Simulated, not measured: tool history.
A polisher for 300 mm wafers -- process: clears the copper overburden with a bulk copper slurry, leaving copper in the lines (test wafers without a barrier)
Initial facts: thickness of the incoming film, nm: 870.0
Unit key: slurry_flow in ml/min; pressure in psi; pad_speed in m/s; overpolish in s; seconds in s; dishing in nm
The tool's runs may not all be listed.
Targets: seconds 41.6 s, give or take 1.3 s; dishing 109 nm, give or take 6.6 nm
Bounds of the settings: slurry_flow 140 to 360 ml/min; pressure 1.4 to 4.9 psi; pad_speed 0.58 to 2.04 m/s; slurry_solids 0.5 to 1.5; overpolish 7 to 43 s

run	hour	slurry_flow	pressure	pad_speed	slurry_solids	overpolish	seconds	dishing
1	0	230	3.1	1.3	1	22	56.124	137.75
2	5.9	230	3.1	1.3	1	31	54.984	159.31
3	8	260	3.1	1.3	1	31	54.491	157.31
4	14.5	285	3.1	1.36	1	26	51.924	153.41
5	15.5	250	3.1	1.44	1.05	22	50.07	148.58
6	23.4	250	3.2	1.48	0.95	19	49.501	145.81
7	31.7	250	3.1	1.52	1.05	16	48.02	129.33
8	34	250	3.1	1.54	1.1	14	47.396	126.57
9	39.4	250	3.1	1.56	1.15	12	46.503	119.08
10	41.5	255	3.3	1.6	1.35	7	42.579	87.692
11	44.5	255	3.3	1.6	1.3	7	41.875	83.652
# hour 52.8: slurry nozzle cleaned
12	52.8	250	3.3	1.62	1.25	7	41.432	85.959
13	55.6	250	3.3	1.62	1.25	7	41.263	89.536
14	63.7	250	3.3	1.62	1.2	7	41.984	86.861
15	66.4	245	3.3	1.64	1.2	8	41.393	97.632
16	70.7	245	3.3	1.64	1.2	8	40.837	96.216
17	75.3	245	3.3	1.64	1.2	8	41.89	93.739
18	83.3	250	3.3	1.64	1.15	8	42.09	96.259

Consider the 4 candidate settings below. Which is the only one whose results all fall within their allowed miss of target?
A	91.3	210	3.3	1.54	1.05	13	?	?
B	91.3	255	3.7	1.42	1.3	10	?	?
C	91.3	265	3.2	1.66	1.2	13	?	?
D	91.3	235	3.3	1.66	1.15	7	?	?

move	seconds	dishing
A	45.57	124.71
B	41.9	114.4
C	41.974	129.48
D	41.754	89.835
A: takes the biggest miss from the last run beyond its target
B: all results in spec
C: takes the biggest miss from the last run beyond its target
D: the biggest miss grows against the last run
B is the move that brings every result within its allowed miss.
